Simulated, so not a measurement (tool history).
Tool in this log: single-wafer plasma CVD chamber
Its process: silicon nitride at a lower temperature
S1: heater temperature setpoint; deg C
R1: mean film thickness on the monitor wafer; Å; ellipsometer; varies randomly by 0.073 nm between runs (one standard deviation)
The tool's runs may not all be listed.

{"run": 1, "hour": 0.0, "S1": 330, "chamber pressure (Pa)": 189, "RF power (W)": 335, "deposition time (s)": 27.8, "R1": 317.18}
{"run": 2, "hour": 5.0, "S1": 330, "chamber pressure (Pa)": 171, "RF power (W)": 325, "deposition time (s)": 27.8, "R1": 302.38}
{"run": 3, "hour": 6.6, "S1": 330, "chamber pressure (Pa)": 171, "RF power (W)": 310, "deposition time (s)": 27.8, "R1": 294.03}
{"run": 4, "hour": 11.1, "S1": 330, "chamber pressure (Pa)": 171, "RF power (W)": 310, "deposition time (s)": 27.8, "R1": 293.03}
{"run": 5, "hour": 13.9, "S1": 323, "chamber pressure (Pa)": 171, "RF power (W)": 310, "deposition time (s)": 27.8, "R1": 294.15}
{"run": 6, "hour": 17.7, "S1": 323, "chamber pressure (Pa)": 171, "RF power (W)": 345, "deposition time (s)": 27.8, "R1": 312.35}
{"run": 7, "hour": 22.6, "S1": 323, "chamber pressure (Pa)": 156, "RF power (W)": 335, "deposition time (s)": 27.8, "R1": 297.98}
{"run": 8, "hour": 26.7, "S1": 323, "chamber pressure (Pa)": 145, "RF power (W)": 330, "deposition time (s)": 27.8, "R1": 289.62}
{"run": 9, "hour": 28.2, "S1": 323, "chamber pressure (Pa)": 137, "RF power (W)": 325, "deposition time (s)": 27.8, "R1": 280.59}

Forecast run 10:
{"run": 10, "hour": 35.5, "S1": 323, "chamber pressure (Pa)": 132, "RF power (W)": 325, "deposition time (s)": 27.8, "R1": "?"}

{"run 10": {"R1": 278.38}}
